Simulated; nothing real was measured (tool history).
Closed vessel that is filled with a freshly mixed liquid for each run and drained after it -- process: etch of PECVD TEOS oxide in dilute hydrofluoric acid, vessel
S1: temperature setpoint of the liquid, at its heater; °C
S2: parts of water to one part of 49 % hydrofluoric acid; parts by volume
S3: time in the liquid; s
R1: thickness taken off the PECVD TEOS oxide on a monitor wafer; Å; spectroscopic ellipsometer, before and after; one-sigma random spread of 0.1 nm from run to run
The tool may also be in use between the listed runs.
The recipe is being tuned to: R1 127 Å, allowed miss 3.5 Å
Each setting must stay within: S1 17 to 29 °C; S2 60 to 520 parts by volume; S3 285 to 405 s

{"run": 1, "hour": 0.0, "S1": 21, "S2": 290, "S3": 405, "R1": 202.25}
{"run": 2, "hour": 3.6, "S1": 21, "S2": 290, "S3": 285, "R1": 141.54}
{"run": 3, "hour": 9.0, "S1": 21, "S2": 290, "S3": 285, "R1": 143.81}
{"run": 4, "hour": 15.8, "S1": 20, "S2": 290, "S3": 285, "R1": 136.86}
{"run": 5, "hour": 24.4, "S1": 23.5, "S2": 290, "S3": 285, "R1": 155.93}
{"run": 6, "hour": 33.1, "S1": 22, "S2": 295, "S3": 285, "R1": 144.4}
{"run": 7, "hour": 36.2, "S1": 21, "S2": 300, "S3": 285, "R1": 137.76}
{"run": 8, "hour": 41.3, "S1": 18.5, "S2": 305, "S3": 285, "R1": 122.84}

Exercise: of the 4 proposed moves below, exactly one satisfies all targets within the stated allowed misses. Which move is it?
{"run": "A", "hour": 46.4, "S1": 26, "S2": 370, "S3": 295, "R1": "?"}
{"run": "B", "hour": 46.4, "S1": 21, "S2": 345, "S3": 335, "R1": "?"}
{"run": "C", "hour": 46.4, "S1": 18, "S2": 345, "S3": 385, "R1": "?"}
{"run": "D", "hour": 46.4, "S1": 19, "S2": 360, "S3": 385, "R1": "?"}

move=A R1=126.96
move=B R1=134.27
move=C R1=138.92
move=D R1=136.14
A: each result inside its tolerance
B: takes the result that was furthest off past its target
C: takes the result that was furthest off past its target
D: takes the result that was furthest off past its target
Answer: A

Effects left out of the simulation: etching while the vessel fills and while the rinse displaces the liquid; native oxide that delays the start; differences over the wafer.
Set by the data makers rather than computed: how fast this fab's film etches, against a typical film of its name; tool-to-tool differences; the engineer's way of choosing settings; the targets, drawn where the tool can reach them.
